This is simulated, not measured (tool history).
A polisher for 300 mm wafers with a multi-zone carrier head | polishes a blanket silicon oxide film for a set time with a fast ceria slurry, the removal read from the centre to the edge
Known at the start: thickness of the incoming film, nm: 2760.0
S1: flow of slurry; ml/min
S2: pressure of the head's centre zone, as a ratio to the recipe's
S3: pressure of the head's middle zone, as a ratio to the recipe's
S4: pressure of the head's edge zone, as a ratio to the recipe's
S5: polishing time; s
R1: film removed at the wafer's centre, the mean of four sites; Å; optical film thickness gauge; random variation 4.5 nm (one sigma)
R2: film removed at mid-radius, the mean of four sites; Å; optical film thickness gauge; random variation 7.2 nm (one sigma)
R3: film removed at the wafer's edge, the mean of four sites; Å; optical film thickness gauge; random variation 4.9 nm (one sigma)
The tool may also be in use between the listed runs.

| run | hour | S1 | S2 | S3 | S4 | S5 | R1 | R2 | R3 |
|---|---|---|---|---|---|---|---|---|---|
| 1 | 0 | 130 | 1 | 1 | 1 | 77 | 9115.8 | 9039.6 | 8890.4 |
| 2 | 7.1 | 130 | 1 | 1 | 1 | 66 | 7856.6 | 7814.2 | 7530.5 |
| 3 | 7.8 | 130 | 1 | 1.03 | 1 | 66 | 7844.3 | 7895 | 7607.9 |
| 4 | 16.1 | 130 | 1 | 1.03 | 1 | 52 | 6218.8 | 6239.4 | 5971.2 |
| 5 | 23.8 | 115 | 1 | 1.03 | 1 | 52 | 6076.8 | 6133 | 5885.1 |
| 6 | 30.5 | 90 | 1 | 1.03 | 1 | 52 | 5571.5 | 5856.5 | 5708.1 |
| 7 | 35.3 | 90 | 1.01 | 1.04 | 0.97 | 52 | 5631.1 | 5759.4 | 5539.8 |

Forecast run 8:
| 8 | 36.6 | 90 | 1.01 | 1.04 | 0.97 | 52 | ? | ? | ? |

Run 8 gave R1 5721.6 Å, R2 5867 Å, R3 5650.1 Å.
